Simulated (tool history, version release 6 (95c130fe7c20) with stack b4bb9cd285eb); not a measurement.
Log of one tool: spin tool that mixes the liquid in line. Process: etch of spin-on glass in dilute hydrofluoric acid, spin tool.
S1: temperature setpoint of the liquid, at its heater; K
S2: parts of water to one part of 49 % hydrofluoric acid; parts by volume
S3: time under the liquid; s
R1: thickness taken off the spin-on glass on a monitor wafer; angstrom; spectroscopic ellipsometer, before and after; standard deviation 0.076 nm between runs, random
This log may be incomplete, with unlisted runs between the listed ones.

run 1 day=0.000 | S1=298.15 S2=90 S3=45 | R1=177.32
run 2 day=0.362 | S1=298.15 S2=90 S3=45 | R1=177.50
run 3 day=0.458 | S1=299.15 S2=90 S3=45 | R1=183.14
run 4 day=0.575 | S1=300.15 S2=90 S3=45 | R1=191.22
run 5 day=0.779 | S1=300.15 S2=90 S3=35 | R1=148.43
run 6 day=1.104 | S1=300.65 S2=85 S3=35 | R1=160.91

What does the tool deliver on the next run?
run 7 day=1.217 | S1=301.15 S2=80 S3=35 | R1=?

Run 7 yielded R1 176.08 angstrom.

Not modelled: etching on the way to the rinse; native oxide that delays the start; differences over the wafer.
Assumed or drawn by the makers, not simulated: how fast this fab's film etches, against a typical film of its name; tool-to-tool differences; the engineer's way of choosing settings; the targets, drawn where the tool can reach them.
